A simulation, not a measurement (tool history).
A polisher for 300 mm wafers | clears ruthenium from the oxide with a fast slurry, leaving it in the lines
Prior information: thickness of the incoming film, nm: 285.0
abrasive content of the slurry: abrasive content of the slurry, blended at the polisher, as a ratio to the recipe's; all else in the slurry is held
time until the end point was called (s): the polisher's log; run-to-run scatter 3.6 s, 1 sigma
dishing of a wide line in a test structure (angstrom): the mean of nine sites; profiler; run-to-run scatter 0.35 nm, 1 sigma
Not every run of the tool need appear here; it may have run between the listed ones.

run    day  flow of slurry (ml/min)  pressure of the wafer on the pad (psi)  speed of the pad under the wafer (cm/s)  abrasive content of the slurry  overpolish time after the end point (s)  time until the end point was called (s)  dishing of a wide line in a test structure (angstrom)
  1      0                      280                                     2.1                                       86                               1                                       24                                    110.9                                                 468.21
  2  0.329                      235                                     2.1                                       86                               1                                       24                                   111.22                                                 461.74
  3  0.692                      235                                     2.1                                       94                               1                                       24                                   100.89                                                 508.12
  4  0.912                      235                                     1.9                                       90                               1                                       23                                   118.54                                                 424.27
  5  1.246                      235                                     1.4                                       90                               1                                       23                                   166.69                                                 328.45
  6  1.283                      185                                     1.4                                       90                               1                                       23                                   173.04                                                 317.33
  7  1.475                      190                                     1.4                                       90                               1                                       22                                   165.19                                                 305.98
  8  1.642                      190                                     1.3                                       90                               1                                       22                                   173.23                                                 287.56

Run 9, settings as shown, results not yet in. Your forecast:
  9  1.942                      190                                     1.2                                       90                               1                                       22                                        ?                                                      ?

{"run 9": {"time until the end point was called (s)": 193.3, "dishing of a wide line in a test structure (angstrom)": 266.01}}
